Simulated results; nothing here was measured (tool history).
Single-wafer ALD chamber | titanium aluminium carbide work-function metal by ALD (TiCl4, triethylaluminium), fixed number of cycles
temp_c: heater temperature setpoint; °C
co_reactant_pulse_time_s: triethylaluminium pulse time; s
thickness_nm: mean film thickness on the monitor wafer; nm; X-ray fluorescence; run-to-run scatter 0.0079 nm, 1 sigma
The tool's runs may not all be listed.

| run | hour | temp_c | co_reactant_pulse_time_s | thickness_nm |
|---|---|---|---|---|
| 1 | 0.0 | 290 | 7.50 | 1.6795 |
| 2 | 1.9 | 286 | 7.50 | 1.6524 |
| 3 | 10.6 | 294 | 7.50 | 1.7069 |
| 4 | 12.6 | 294 | 5.93 | 1.5431 |
| 5 | 15.2 | 291 | 5.38 | 1.4610 |
| 6 | 17.4 | 291 | 3.56 | 1.0026 |
| 7 | 20.6 | 297 | 3.67 | 1.0677 |
| 8 | 24.6 | 297 | 4.12 | 1.2142 |
| 9 | 32.1 | 299 | 4.15 | 1.2227 |

The next listed run, before its measurement:
| 10 | 36.7 | 301 | 4.18 | ? |

Run 10 came out at thickness_nm 1.2505 nm.

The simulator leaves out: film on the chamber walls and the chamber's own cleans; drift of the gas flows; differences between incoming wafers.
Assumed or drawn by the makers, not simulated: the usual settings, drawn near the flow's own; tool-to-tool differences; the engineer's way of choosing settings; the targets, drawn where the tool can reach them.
